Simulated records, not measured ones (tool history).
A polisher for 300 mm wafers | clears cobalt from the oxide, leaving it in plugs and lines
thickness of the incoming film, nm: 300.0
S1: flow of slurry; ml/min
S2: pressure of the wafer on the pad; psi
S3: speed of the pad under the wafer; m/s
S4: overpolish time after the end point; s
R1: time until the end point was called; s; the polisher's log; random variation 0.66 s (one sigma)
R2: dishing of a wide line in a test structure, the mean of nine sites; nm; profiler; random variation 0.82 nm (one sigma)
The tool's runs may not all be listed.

run	day	S1	S2	S3	S4	R1	R2
1	0.000	250	2.1	0.94	23	57.549	54.642
2	0.125	195	2.1	0.94	23	58.895	55.091
3	0.471	195	2.3	0.94	23	53.029	56.081
4	0.533	195	2.3	0.72	23	67.226	52.712
5	0.696	255	2.5	0.70	18	63.358	50.660
6	1.000	270	2.6	0.74	15	58.026	44.993
7	1.279	270	2.8	0.74	13	55.235	45.637

The next listed run, before its measurement:
8	1.575	305	2.9	0.76	11	?	?

{"run 8": {"R1": 51.452, "R2": 44.16}}
